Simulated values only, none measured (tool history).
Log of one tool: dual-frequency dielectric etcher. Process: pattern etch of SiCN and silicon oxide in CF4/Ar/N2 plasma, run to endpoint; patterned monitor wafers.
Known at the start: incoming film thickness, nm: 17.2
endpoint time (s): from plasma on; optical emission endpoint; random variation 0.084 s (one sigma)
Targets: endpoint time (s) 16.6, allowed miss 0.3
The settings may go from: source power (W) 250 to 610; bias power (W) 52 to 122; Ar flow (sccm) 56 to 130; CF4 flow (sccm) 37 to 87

| run | day | source power (W) | bias power (W) | Ar flow (sccm) | CF4 flow (sccm) | endpoint time (s) |
|---|---|---|---|---|---|---|
| 1 | 0 | 430 | 87 | 93 | 62 | 21.055 |
| 2 | 0.067 | 460 | 87 | 93 | 62 | 19.544 |
| 3 | 0.112 | 410 | 87 | 93 | 62 | 22.156 |
| 4 | 0.175 | 440 | 87 | 93 | 62 | 20.576 |
| 5 | 0.204 | 440 | 76 | 93 | 62 | 21.824 |
| 6 | 0.379 | 440 | 82 | 93 | 62 | 21.222 |
| 7 | 0.412 | 470 | 82 | 93 | 62 | 19.551 |
| 8 | 0.542 | 490 | 82 | 93 | 62 | 18.672 |
| 9 | 0.725 | 500 | 82 | 93 | 62 | 18.339 |
| 10 | 0.854 | 510 | 82 | 93 | 62 | 18.009 |
|  | 0.892 | CF4 flow controller replaced |
| 11 | 0.892 | 560 | 83 | 93 | 62 | 15.98 |
| 12 | 0.992 | 550 | 83 | 93 | 62 | 16.208 |

Which of these 4 next moves meets every target?
| A | 1.092 | 560 | 80 | 99 | 59 | ? |
| B | 1.092 | 550 | 94 | 98 | 57 | ? |
| C | 1.092 | 560 | 81 | 80 | 60 | ? |
| D | 1.092 | 570 | 81 | 92 | 59 | ? |

| move | endpoint time (s) |
|---|---|
| A | 16.551 |
| B | 15.764 |
| C | 15.97 |
| D | 16 |
A: meets every target
B: further off than the last run
C: further off than the last run
D: further off than the last run
The right move is A.
